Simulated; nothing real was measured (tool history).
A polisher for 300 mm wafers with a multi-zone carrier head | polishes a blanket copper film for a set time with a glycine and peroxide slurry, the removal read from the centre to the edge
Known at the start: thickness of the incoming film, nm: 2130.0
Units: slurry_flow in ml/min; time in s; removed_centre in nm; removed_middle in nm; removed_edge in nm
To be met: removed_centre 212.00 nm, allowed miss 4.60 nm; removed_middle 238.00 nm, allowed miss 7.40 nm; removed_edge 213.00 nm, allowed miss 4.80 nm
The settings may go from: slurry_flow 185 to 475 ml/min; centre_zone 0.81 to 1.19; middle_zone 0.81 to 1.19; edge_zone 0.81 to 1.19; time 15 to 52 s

run 1 hour=0.0 | slurry_flow=305 centre_zone=1.00 middle_zone=1.00 edge_zone=1.00 time=33 | removed_centre=160.70 removed_middle=157.04 removed_edge=161.71
run 2 hour=3.9 | slurry_flow=320 centre_zone=1.01 middle_zone=1.04 edge_zone=1.02 time=34 | removed_centre=169.47 removed_middle=169.77 removed_edge=168.64
run 3 hour=8.9 | slurry_flow=320 centre_zone=0.96 middle_zone=1.04 edge_zone=1.02 time=34 | removed_centre=158.88 removed_middle=168.61 removed_edge=167.06
run 4 hour=16.6 | slurry_flow=325 centre_zone=0.97 middle_zone=1.07 edge_zone=1.04 time=35 | removed_centre=167.63 removed_middle=179.61 removed_edge=173.46
run 5 hour=19.0 | slurry_flow=330 centre_zone=0.98 middle_zone=1.09 edge_zone=1.06 time=36 | removed_centre=174.26 removed_middle=187.27 removed_edge=178.81
run 6 hour=19.7 | slurry_flow=335 centre_zone=0.98 middle_zone=1.11 edge_zone=1.08 time=37 | removed_centre=178.97 removed_middle=195.83 removed_edge=187.00
run 7 hour=21.4 | slurry_flow=345 centre_zone=0.99 middle_zone=1.13 edge_zone=1.09 time=38 | removed_centre=185.80 removed_middle=199.40 removed_edge=195.17
run 8 hour=24.0 | slurry_flow=335 centre_zone=0.99 middle_zone=1.14 edge_zone=1.07 time=39 | removed_centre=188.43 removed_middle=210.10 removed_edge=194.23
run 9 hour=26.0 | slurry_flow=340 centre_zone=1.00 middle_zone=1.15 edge_zone=1.07 time=40 | removed_centre=195.17 removed_middle=215.67 removed_edge=200.23

4 next moves are on the table. One of them brings every result within its allowed miss. Which?
run A hour=28.0 | slurry_flow=340 centre_zone=0.97 middle_zone=1.15 edge_zone=1.10 time=44 | removed_centre=? removed_middle=? removed_edge=?
run B hour=28.0 | slurry_flow=335 centre_zone=0.91 middle_zone=1.19 edge_zone=1.10 time=45 | removed_centre=? removed_middle=? removed_edge=?
run C hour=28.0 | slurry_flow=415 centre_zone=0.99 middle_zone=1.17 edge_zone=1.03 time=43 | removed_centre=? removed_middle=? removed_edge=?
run D hour=28.0 | slurry_flow=360 centre_zone=1.11 middle_zone=1.01 edge_zone=1.14 time=41 | removed_centre=? removed_middle=? removed_edge=?

move=A removed_centre=210.15 removed_middle=236.22 removed_edge=225.80
move=B removed_centre=201.68 removed_middle=248.01 removed_edge=230.62
move=C removed_centre=212.82 removed_middle=237.31 removed_edge=215.84
move=D removed_centre=224.41 removed_middle=199.70 removed_edge=215.34
A: brings the result that was furthest off to its target, and leaves another outside
B: as far off as the last run
C: meets every target
D: takes the result that was furthest off past its target
Answer: C

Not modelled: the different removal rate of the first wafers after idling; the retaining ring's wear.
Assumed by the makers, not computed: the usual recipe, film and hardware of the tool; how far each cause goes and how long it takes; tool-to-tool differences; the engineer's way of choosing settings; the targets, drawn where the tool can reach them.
